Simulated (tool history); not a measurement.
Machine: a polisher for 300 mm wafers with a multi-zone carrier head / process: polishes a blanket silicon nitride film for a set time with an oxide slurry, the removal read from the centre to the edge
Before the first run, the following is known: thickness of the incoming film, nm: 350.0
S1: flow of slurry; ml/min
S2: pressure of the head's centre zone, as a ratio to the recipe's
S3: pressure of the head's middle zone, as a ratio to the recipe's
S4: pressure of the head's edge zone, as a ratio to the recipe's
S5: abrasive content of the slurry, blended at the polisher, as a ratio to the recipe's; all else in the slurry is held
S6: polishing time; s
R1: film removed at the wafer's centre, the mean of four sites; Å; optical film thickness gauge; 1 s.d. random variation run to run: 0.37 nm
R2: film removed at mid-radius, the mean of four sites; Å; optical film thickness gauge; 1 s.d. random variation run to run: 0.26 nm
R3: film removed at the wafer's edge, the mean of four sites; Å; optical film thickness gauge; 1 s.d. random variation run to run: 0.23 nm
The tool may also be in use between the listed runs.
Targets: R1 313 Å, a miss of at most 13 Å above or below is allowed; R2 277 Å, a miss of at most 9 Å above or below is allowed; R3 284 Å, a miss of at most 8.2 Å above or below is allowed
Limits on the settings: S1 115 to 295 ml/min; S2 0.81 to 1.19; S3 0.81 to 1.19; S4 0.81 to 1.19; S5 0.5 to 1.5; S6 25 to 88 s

{"run": 1, "hour": 0.0, "S1": 190, "S2": 1, "S3": 1, "S4": 1, "S5": 1, "S6": 56, "R1": 354.91, "R2": 329.31, "R3": 341.03}
{"run": 2, "hour": 3.2, "S1": 190, "S2": 1, "S3": 1, "S4": 1, "S5": 0.8, "S6": 56, "R1": 309.29, "R2": 293.07, "R3": 306.01}
{"run": 3, "hour": 8.9, "S1": 190, "S2": 0.93, "S3": 1, "S4": 1, "S5": 0.8, "S6": 56, "R1": 285.96, "R2": 293.12, "R3": 300.23}
{"run": 4, "hour": 14.0, "S1": 155, "S2": 0.93, "S3": 1, "S4": 1, "S5": 0.8, "S6": 56, "R1": 277.86, "R2": 280.32, "R3": 294.92}
{"run": 5, "hour": 18.9, "S1": 155, "S2": 0.9, "S3": 1, "S4": 1, "S5": 0.8, "S6": 56, "R1": 274.96, "R2": 279.77, "R3": 297.35}
{"hour": 27.3, "done": "worn pad replaced by a new one"}
{"run": 6, "hour": 27.3, "S1": 155, "S2": 0.9, "S3": 0.93, "S4": 1, "S5": 0.8, "S6": 56, "R1": 298.11, "R2": 283.54, "R3": 317.7}
{"run": 7, "hour": 29.6, "S1": 155, "S2": 0.91, "S3": 0.94, "S4": 0.99, "S5": 0.8, "S6": 56, "R1": 296.73, "R2": 285.88, "R3": 313.22}
{"run": 8, "hour": 32.1, "S1": 155, "S2": 0.93, "S3": 0.95, "S4": 0.98, "S5": 0.8, "S6": 56, "R1": 292.53, "R2": 289.69, "R3": 313.82}

Of the 4 settings listed for the next run, only one would bring every result within its allowed miss of target. Which one?
{"run": "A", "hour": 34.6, "S1": 205, "S2": 1.02, "S3": 0.98, "S4": 0.94, "S5": 1, "S6": 40, "R1": "?", "R2": "?", "R3": "?"}
{"run": "B", "hour": 34.6, "S1": 190, "S2": 0.95, "S3": 1.01, "S4": 0.87, "S5": 0.85, "S6": 47, "R1": "?", "R2": "?", "R3": "?"}
{"run": "C", "hour": 34.6, "S1": 230, "S2": 1.11, "S3": 1.05, "S4": 1.09, "S5": 0.95, "S6": 42, "R1": "?", "R2": "?", "R3": "?"}
{"run": "D", "hour": 34.6, "S1": 255, "S2": 1.13, "S3": 0.96, "S4": 0.9, "S5": 1.25, "S6": 36, "R1": "?", "R2": "?", "R3": "?"}

move=A R1=275.79 R2=253.24 R3=259.28
move=B R1=275.5 R2=275.28 R3=269.23
move=C R1=309.82 R2=275.7 R3=284.12
move=D R1=311.5 R2=256.65 R3=260.42
A: takes the result that was furthest off past its target
B: takes the result that was furthest off past its target
C: every result within its allowed miss
D: takes the result that was furthest off past its target
Correct choice: C, which meets every target
